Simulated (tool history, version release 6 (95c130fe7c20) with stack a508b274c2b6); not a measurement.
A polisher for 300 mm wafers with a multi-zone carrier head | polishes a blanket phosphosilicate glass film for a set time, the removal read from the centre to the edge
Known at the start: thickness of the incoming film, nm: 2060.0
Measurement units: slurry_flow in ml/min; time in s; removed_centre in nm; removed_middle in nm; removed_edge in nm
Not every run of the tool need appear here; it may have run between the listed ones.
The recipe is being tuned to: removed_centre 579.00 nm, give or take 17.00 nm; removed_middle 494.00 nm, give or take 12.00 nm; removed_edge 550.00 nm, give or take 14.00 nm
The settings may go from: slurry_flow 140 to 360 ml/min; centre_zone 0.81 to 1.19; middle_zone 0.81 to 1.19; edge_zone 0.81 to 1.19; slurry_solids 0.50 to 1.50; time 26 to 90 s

run 1 hour=0.0 | slurry_flow=230 centre_zone=1.00 middle_zone=1.00 edge_zone=1.00 slurry_solids=1.00 time=58 | removed_centre=587.81 removed_middle=592.54 removed_edge=597.41
run 2 hour=6.7 | slurry_flow=220 centre_zone=1.01 middle_zone=0.98 edge_zone=0.99 slurry_solids=1.00 time=58 | removed_centre=586.21 removed_middle=576.54 removed_edge=592.89
run 3 hour=13.9 | slurry_flow=220 centre_zone=1.01 middle_zone=0.98 edge_zone=0.99 slurry_solids=1.00 time=66 | removed_centre=657.79 removed_middle=656.33 removed_edge=670.77
run 4 hour=19.4 | slurry_flow=215 centre_zone=1.01 middle_zone=0.96 edge_zone=0.97 slurry_solids=0.95 time=66 | removed_centre=649.84 removed_middle=627.29 removed_edge=649.59
run 5 hour=26.8 | slurry_flow=215 centre_zone=1.01 middle_zone=0.96 edge_zone=0.91 slurry_solids=0.95 time=66 | removed_centre=639.65 removed_middle=627.96 removed_edge=634.84
run 6 hour=30.5 | slurry_flow=210 centre_zone=1.01 middle_zone=0.94 edge_zone=0.90 slurry_solids=0.90 time=66 | removed_centre=620.46 removed_middle=601.71 removed_edge=611.02
run 7 hour=39.0 | slurry_flow=205 centre_zone=1.01 middle_zone=0.92 edge_zone=0.89 slurry_solids=0.90 time=66 | removed_centre=627.81 removed_middle=586.37 removed_edge=609.29
run 8 hour=47.2 | slurry_flow=200 centre_zone=1.01 middle_zone=0.90 edge_zone=0.88 slurry_solids=0.90 time=66 | removed_centre=609.99 removed_middle=577.72 removed_edge=606.44
run 9 hour=52.4 | slurry_flow=195 centre_zone=1.02 middle_zone=0.89 edge_zone=0.87 slurry_solids=0.90 time=66 | removed_centre=628.71 removed_middle=558.80 removed_edge=595.76
run 10 hour=54.6 | slurry_flow=190 centre_zone=1.02 middle_zone=0.88 edge_zone=0.86 slurry_solids=0.90 time=66 | removed_centre=617.75 removed_middle=558.12 removed_edge=589.52
run 11 hour=58.8 | slurry_flow=185 centre_zone=1.02 middle_zone=0.87 edge_zone=0.86 slurry_solids=0.90 time=66 | removed_centre=612.26 removed_middle=551.09 removed_edge=593.04
run 12 hour=63.7 | slurry_flow=180 centre_zone=1.02 middle_zone=0.86 edge_zone=0.85 slurry_solids=0.90 time=66 | removed_centre=600.13 removed_middle=542.94 removed_edge=580.22
run 13 hour=69.3 | slurry_flow=180 centre_zone=1.02 middle_zone=0.86 edge_zone=0.85 slurry_solids=0.90 time=66 | removed_centre=609.96 removed_middle=539.28 removed_edge=588.87
run 14 hour=71.8 | slurry_flow=180 centre_zone=1.02 middle_zone=0.85 edge_zone=0.84 slurry_solids=0.90 time=66 | removed_centre=605.74 removed_middle=535.41 removed_edge=581.41
run 15 hour=76.9 | slurry_flow=155 centre_zone=1.03 middle_zone=0.81 edge_zone=0.82 slurry_solids=0.80 time=66 | removed_centre=559.07 removed_middle=473.58 removed_edge=526.51
run 16 hour=85.5 | slurry_flow=160 centre_zone=1.03 middle_zone=0.81 edge_zone=0.82 slurry_solids=0.80 time=66 | removed_centre=558.47 removed_middle=476.94 removed_edge=537.74
run 17 hour=86.1 | slurry_flow=165 centre_zone=1.03 middle_zone=0.81 edge_zone=0.82 slurry_solids=0.80 time=66 | removed_centre=568.09 removed_middle=486.10 removed_edge=545.89

Which one of the following 5 next-run settings gets every result inside its allowed miss? There is exactly one.
run A hour=86.7 | slurry_flow=165 centre_zone=0.99 middle_zone=0.81 edge_zone=0.94 slurry_solids=0.80 time=66 | removed_centre=? removed_middle=? removed_edge=?
run B hour=86.7 | slurry_flow=180 centre_zone=0.98 middle_zone=0.83 edge_zone=0.82 slurry_solids=0.80 time=64 | removed_centre=? removed_middle=? removed_edge=?
run C hour=86.7 | slurry_flow=160 centre_zone=1.08 middle_zone=0.89 edge_zone=0.81 slurry_solids=0.80 time=65 | removed_centre=? removed_middle=? removed_edge=?
run D hour=86.7 | slurry_flow=205 centre_zone=1.02 middle_zone=0.82 edge_zone=0.85 slurry_solids=0.85 time=63 | removed_centre=? removed_middle=? removed_edge=?
run E hour=86.7 | slurry_flow=160 centre_zone=1.02 middle_zone=0.81 edge_zone=0.82 slurry_solids=0.85 time=64 | removed_centre=? removed_middle=? removed_edge=?

move=A removed_centre=543.86 removed_middle=479.35 removed_edge=575.60
move=B removed_centre=535.61 removed_middle=484.56 removed_edge=535.21
move=C removed_centre=579.39 removed_middle=504.11 removed_edge=529.21
move=D removed_centre=582.65 removed_middle=499.30 removed_edge=560.16
move=E removed_centre=552.24 removed_middle=472.92 removed_edge=537.78
A: misses by more than the last run did
B: meets the target for the result that was furthest off, but another lies outside its allowed miss
C: meets the target for the result that was furthest off, but another lies outside its allowed miss
D: meets every target
E: misses by more than the last run did
The right move is D.

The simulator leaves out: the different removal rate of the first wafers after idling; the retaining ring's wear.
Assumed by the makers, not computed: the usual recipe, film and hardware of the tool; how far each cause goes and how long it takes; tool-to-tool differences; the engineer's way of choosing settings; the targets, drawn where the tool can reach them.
